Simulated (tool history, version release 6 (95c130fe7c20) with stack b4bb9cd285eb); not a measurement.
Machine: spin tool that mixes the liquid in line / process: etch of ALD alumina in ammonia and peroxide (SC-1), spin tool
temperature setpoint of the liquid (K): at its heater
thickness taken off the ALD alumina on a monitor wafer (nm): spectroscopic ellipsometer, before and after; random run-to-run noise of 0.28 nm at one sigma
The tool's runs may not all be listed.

run,hour,temperature setpoint of the liquid (K),parts of 29 % ammonia solution to one part of 30 % peroxide (parts by volume),time under the liquid (s),thickness taken off the ALD alumina on a monitor wafer (nm)
1,0,320.15,0.6,285,19.271
2,5.8,322.15,0.6,285,21.616
3,13.6,322.15,0.6,310,23.73
4,21.6,322.15,0.6,285,21.357
5,26.9,323.65,0.6,285,23.406
6,34.5,323.65,0.45,285,22.821
7,37.5,323.65,0.45,285,22.838
8,42.9,325.15,0.45,285,24.6
9,45.9,326.15,0.45,285,26.035

What does the tool deliver on the next run?
10,54.6,326.65,0.45,285,?

Run 10 gave thickness taken off the ALD alumina on a monitor wafer (nm) 26.8.
